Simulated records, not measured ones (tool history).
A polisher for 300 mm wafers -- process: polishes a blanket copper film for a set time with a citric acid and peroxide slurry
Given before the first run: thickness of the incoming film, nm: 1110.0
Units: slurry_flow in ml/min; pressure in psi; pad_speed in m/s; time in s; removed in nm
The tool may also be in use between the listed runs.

| run | day | slurry_flow | pressure | pad_speed | slurry_solids | time | removed |
|---|---|---|---|---|---|---|---|
| 1 | 0 | 125 | 2.5 | 1.18 | 1 | 37 | 85.958 |
| 2 | 0.154 | 130 | 2.6 | 1.18 | 1 | 37 | 90.561 |
| 3 | 0.408 | 135 | 2.6 | 1.18 | 1 | 37 | 90.498 |
| 4 | 0.679 | 135 | 2.6 | 1.18 | 0.8 | 37 | 86.746 |
| 5 | 0.858 | 140 | 2.7 | 1.18 | 0.8 | 37 | 89.66 |
| 6 | 0.938 | 140 | 2.7 | 0.88 | 0.8 | 37 | 73.557 |

For run 7, what comes out?
| 7 | 1.175 | 175 | 3.4 | 0.9 | 0.8 | 37 | ? |

Run 7 produced removed 94.227 nm.
